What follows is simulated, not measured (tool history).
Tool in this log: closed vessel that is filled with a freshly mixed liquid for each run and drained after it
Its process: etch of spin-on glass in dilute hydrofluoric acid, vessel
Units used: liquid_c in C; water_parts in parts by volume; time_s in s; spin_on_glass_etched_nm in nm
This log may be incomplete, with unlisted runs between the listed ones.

run,hour,liquid_c,water_parts,time_s,spin_on_glass_etched_nm
1,0.0,23.0,150,100,20.532
2,7.7,23.0,150,110,22.510
3,11.6,22.5,150,110,21.925
4,20.1,22.5,150,110,21.949
5,27.8,22.5,150,110,22.210
6,36.2,24.5,150,110,23.952
7,41.0,23.5,150,110,22.874
8,41.9,23.0,150,110,22.359
9,50.6,22.5,150,110,21.740

Run 10 is up next; what results do you expect?
10,59.5,18.5,155,110,?

Run 10 came out at spin_on_glass_etched_nm 17.943 nm.
